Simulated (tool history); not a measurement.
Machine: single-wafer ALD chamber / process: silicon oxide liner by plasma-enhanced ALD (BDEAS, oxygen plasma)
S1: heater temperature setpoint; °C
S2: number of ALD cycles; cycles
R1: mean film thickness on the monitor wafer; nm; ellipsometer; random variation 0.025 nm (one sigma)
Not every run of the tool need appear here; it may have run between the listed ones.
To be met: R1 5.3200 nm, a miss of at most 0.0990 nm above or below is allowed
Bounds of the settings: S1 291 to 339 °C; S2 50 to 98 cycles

run  hour   S1  S2      R1
  1   0.0  315  74  7.0511
  2   7.5  325  74  6.9024
  3  12.6  326  72  6.7182
  4  20.7  326  78  7.2790
  5  28.0  327  75  6.9861
  6  31.9  327  73  6.7559
  7  34.7  328  71  6.6292
  8  35.4  328  69  6.4833
  9  39.5  328  67  6.2351
 10  44.0  328  66  6.1622
 11  49.4  328  66  6.1506
 12  58.1  328  65  6.0427
 13  63.3  328  64  5.9466
     65.3  -- thermocouple changed; heater temperature recalibrated
 14  65.3  328  63  5.8670
 15  69.4  328  62  5.7895
 16  76.0  328  61  5.6595
 17  78.3  328  59  5.4032

Which one of the following 4 next-run settings gets every result inside its allowed miss? There is exactly one.
  A  80.6  328  60   ?
  B  80.6  321  59   ?
  C  80.6  327  60   ?
  D  80.6  318  57   ?

move      R1
   A  5.5404
   B  5.5061
   C  5.5488
   D  5.3435
A: misses by more than the last run did
B: misses by more than the last run did
C: misses by more than the last run did
D: every result within its allowed miss
The move that meets every target is D.

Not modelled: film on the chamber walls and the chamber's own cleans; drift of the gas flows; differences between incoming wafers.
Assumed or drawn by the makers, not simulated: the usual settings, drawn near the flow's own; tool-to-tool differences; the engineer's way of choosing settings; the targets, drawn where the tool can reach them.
